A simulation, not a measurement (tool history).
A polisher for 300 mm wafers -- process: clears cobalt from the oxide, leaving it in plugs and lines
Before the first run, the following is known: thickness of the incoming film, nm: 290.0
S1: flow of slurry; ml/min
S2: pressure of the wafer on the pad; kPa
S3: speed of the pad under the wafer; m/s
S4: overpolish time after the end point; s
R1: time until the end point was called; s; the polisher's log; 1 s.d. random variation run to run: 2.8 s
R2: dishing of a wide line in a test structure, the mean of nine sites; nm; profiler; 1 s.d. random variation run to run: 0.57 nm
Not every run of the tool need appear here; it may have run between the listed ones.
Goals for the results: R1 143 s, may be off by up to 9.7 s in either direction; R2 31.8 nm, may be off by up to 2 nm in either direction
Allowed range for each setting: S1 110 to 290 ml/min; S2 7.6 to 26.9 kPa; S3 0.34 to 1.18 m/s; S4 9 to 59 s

run,day,S1,S2,S3,S4,R1,R2
1,0,185,17.2,0.76,30,76.421,53.137
2,0.133,185,15.9,0.74,26,80.235,46.339
3,0.425,185,15.9,0.74,19,82.432,40.769
4,0.5,185,15.9,0.58,19,101.37,35.887
5,0.608,210,15.9,0.58,19,99.978,36.618
6,0.633,240,15.9,0.58,19,96.318,36.593
7,0.817,240,14.5,0.58,19,105.5,35.975
8,0.942,240,14.5,0.58,19,102.74,35.017
9,1.238,240,13.8,0.58,20,109.44,35.569

Below are 4 possible settings for the next run. Only one of them brings all results inside the allowed miss of their targets. Which is it?
A,1.533,230,10.3,0.54,23,?,?
B,1.533,200,7.6,0.56,30,?,?
C,1.533,215,14.5,0.54,16,?,?
D,1.533,260,10.3,0.94,23,?,?

move,R1,R2
A,146.41,32.74
B,176.64,34.497
C,115.67,29.996
D,84.431,44.23
A: hits every target within its allowed miss
B: moves the result that the last run missed by most past its target, out the other side
C: nearer than the last run, and not there yet
D: moves away from the targets compared with the last run
A meets every target.
